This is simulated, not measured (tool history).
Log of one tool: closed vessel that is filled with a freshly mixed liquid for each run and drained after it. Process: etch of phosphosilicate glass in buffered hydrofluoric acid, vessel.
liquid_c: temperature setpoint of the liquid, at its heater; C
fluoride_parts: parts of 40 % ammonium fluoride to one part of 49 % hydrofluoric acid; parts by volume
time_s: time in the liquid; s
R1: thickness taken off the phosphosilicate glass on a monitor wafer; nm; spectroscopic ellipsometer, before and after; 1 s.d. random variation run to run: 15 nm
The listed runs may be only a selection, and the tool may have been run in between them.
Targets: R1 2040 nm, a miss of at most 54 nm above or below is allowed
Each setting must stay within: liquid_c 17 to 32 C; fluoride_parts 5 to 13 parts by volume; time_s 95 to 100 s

{"run": 1, "hour": 0.0, "liquid_c": 24, "fluoride_parts": 8, "time_s": 95, "R1": 1065.7}
{"run": 2, "hour": 3.6, "liquid_c": 26, "fluoride_parts": 7.5, "time_s": 95, "R1": 1271.5}
{"run": 3, "hour": 5.7, "liquid_c": 26, "fluoride_parts": 6, "time_s": 95, "R1": 1565.4}
{"run": 4, "hour": 14.4, "liquid_c": 26, "fluoride_parts": 5, "time_s": 95, "R1": 1830.3}
{"run": 5, "hour": 20.9, "liquid_c": 23.5, "fluoride_parts": 5, "time_s": 95, "R1": 1598.5}
{"run": 6, "hour": 27.2, "liquid_c": 23.5, "fluoride_parts": 5, "time_s": 95, "R1": 1606.4}
{"run": 7, "hour": 29.1, "liquid_c": 25, "fluoride_parts": 5, "time_s": 95, "R1": 1735.9}
{"run": 8, "hour": 34.7, "liquid_c": 26, "fluoride_parts": 5, "time_s": 95, "R1": 1848.3}

Which one of the following 4 next-run settings gets every result inside its allowed miss? There is exactly one.
{"run": "A", "hour": 40.3, "liquid_c": 27, "fluoride_parts": 6, "time_s": 100, "R1": "?"}
{"run": "B", "hour": 40.3, "liquid_c": 28, "fluoride_parts": 5, "time_s": 95, "R1": "?"}
{"run": "C", "hour": 40.3, "liquid_c": 26, "fluoride_parts": 5, "time_s": 100, "R1": "?"}
{"run": "D", "hour": 40.3, "liquid_c": 25.5, "fluoride_parts": 5, "time_s": 100, "R1": "?"}

move=A R1=1738.2
move=B R1=2031.4
move=C R1=1922.1
move=D R1=1871.2
A: moves away from the targets compared with the last run
B: all results land within tolerance of their targets
C: an improvement on the last run, though not all results are within tolerance
D: an improvement on the last run, though not all results are within tolerance
The move that meets every target is B.
